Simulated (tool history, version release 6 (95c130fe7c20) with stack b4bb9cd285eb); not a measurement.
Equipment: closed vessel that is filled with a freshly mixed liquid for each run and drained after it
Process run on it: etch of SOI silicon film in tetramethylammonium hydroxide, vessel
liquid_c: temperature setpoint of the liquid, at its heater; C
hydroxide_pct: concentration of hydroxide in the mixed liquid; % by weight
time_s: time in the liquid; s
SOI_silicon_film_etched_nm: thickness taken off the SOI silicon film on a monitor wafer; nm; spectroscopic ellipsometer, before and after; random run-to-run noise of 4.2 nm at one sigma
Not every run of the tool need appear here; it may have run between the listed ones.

run 1 day=0 | liquid_c=67 hydroxide_pct=9 time_s=100 | SOI_silicon_film_etched_nm=617.6
run 2 day=0.254 | liquid_c=67 hydroxide_pct=8 time_s=100 | SOI_silicon_film_etched_nm=639.59
run 3 day=0.604 | liquid_c=67 hydroxide_pct=9.5 time_s=100 | SOI_silicon_film_etched_nm=595.31
run 4 day=0.758 | liquid_c=67 hydroxide_pct=9.5 time_s=100 | SOI_silicon_film_etched_nm=604.52
run 5 day=0.983 | liquid_c=64 hydroxide_pct=9.5 time_s=100 | SOI_silicon_film_etched_nm=500.01
run 6 day=1.146 | liquid_c=64 hydroxide_pct=8 time_s=100 | SOI_silicon_film_etched_nm=524
run 7 day=1.458 | liquid_c=63.5 hydroxide_pct=8 time_s=100 | SOI_silicon_film_etched_nm=524.28

Run 8, settings as shown, results not yet in. Your forecast:
run 8 day=1.721 | liquid_c=63 hydroxide_pct=8 time_s=100 | SOI_silicon_film_etched_nm=?

SOI_silicon_film_etched_nm: 498.56 nm

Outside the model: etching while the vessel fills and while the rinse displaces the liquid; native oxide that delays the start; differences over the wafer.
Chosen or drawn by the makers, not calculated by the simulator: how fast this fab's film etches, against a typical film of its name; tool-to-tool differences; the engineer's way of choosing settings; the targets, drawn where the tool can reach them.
